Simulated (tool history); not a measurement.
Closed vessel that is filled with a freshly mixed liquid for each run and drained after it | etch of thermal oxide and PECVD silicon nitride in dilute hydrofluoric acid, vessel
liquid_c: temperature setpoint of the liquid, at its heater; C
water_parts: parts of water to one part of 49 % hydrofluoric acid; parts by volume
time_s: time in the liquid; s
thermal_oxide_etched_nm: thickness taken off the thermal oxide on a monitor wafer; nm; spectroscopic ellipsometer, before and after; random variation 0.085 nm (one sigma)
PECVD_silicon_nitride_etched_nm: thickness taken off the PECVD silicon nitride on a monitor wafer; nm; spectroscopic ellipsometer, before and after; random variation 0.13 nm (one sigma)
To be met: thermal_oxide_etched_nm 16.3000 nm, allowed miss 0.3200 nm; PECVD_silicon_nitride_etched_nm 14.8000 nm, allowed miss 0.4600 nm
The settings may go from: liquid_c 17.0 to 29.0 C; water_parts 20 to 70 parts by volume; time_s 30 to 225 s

run   hour  liquid_c  water_parts  time_s  thermal_oxide_etched_nm  PECVD_silicon_nitride_etched_nm
  1    0.0      21.0           40     115                  11.8160                           9.5129
  2    2.0      21.0           30     115                  16.0700                          12.4730
  3    5.1      21.0           30      80                  11.0800                           8.7807
  4   11.4      19.5           30      80                  10.3740                           7.8618
  5   16.9      20.5           30      80                  10.9840                           8.5711
      22.3  -- thermometer replaced
  6   22.3      20.5           30      40                   5.7145                           4.5982
  7   28.9      24.5           20      80                  20.6090                          17.6660
  8   35.5      24.5           20      80                  20.4800                          17.8110
  9   40.5      24.5           25      80                  16.3130                          14.3490
 10   46.2      25.0           25      80                  16.6840                          14.6660
 11   54.3      26.0           30      80                  14.1840                          13.3230
 12   60.5      25.5           30      80                  14.0120                          12.9410
 13   64.2      25.5           25      80                  17.0720                          15.5850
 14   69.5      25.0           25      80                  16.6640                          14.7370
 15   71.7      25.5           25      80                  17.0280                          15.5670
 16   79.2      25.0           25      80                  16.6690                          14.8240
 17   85.2      25.5           25      80                  16.9750                          15.2780
 18   89.5      25.0           25      80                  16.7730                          14.9330
 19   91.7      25.0           25      80                  16.6930                          14.8060
 20   95.9      25.5           25      80                  17.0660                          15.2350
 21   99.5      26.0           25      80                  17.4210                          15.9290
 22  101.9      25.5           25      80                  16.9970                          15.3820
 23  106.5      25.0           25      80                  16.5620                          14.9160
 24  112.8      25.0           25      80                  16.5770                          14.7840
 25  121.7      25.0           25      80                  16.7380                          14.6490
 26  129.3      25.5           25      80                  16.9370                          15.3380
 27  137.1      25.5           25      80                  17.1110                          15.4130
 28  146.0      25.5           25      75                  15.9390                          14.4330

Which of these 5 next moves meets every target?
  A  154.9      28.0           30      80                        ?                                ?
  B  154.9      26.0           20      60                        ?                                ?
  C  154.9      22.5           25      90                        ?                                ?
  D  154.9      26.5           25      70                        ?                                ?
  E  154.9      24.0           20      65                        ?                                ?

move  thermal_oxide_etched_nm  PECVD_silicon_nitride_etched_nm
   A                  15.5270                          15.0950
   B                  16.3280                          14.6320
   C                  16.7960                          13.9600
   D                  15.4460                          14.2560
   E                  16.2650                          13.8340
A: further off than the last run
B: meets every target
C: takes the result that was furthest off past its target
D: further off than the last run
E: brings the result that was furthest off to its target, and leaves another outside
The right move is B.

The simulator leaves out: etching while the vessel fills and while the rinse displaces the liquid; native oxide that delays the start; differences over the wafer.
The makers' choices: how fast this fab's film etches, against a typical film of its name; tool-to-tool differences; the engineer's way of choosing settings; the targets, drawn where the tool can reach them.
